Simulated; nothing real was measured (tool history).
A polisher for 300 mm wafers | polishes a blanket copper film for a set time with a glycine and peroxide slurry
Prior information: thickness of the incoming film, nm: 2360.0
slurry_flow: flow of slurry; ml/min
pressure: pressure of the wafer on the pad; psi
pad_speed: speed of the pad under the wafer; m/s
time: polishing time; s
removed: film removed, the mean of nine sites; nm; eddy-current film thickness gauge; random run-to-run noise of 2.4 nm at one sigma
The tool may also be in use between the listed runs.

run,hour,slurry_flow,pressure,pad_speed,time,removed
1,0,235,2.3,0.86,38,149.85
2,9,235,2.6,0.88,38,173.41
3,12.4,235,2.8,0.88,38,180.13
4,20.2,235,3,0.88,38,192.21
5,25.9,235,3.1,0.88,38,196.82
6,28,235,3.2,0.88,38,204.68

Run 7 comes next. What will it give?
7,34.6,235,3.3,0.88,38,?

Logged for run 7: removed 205.55 nm.

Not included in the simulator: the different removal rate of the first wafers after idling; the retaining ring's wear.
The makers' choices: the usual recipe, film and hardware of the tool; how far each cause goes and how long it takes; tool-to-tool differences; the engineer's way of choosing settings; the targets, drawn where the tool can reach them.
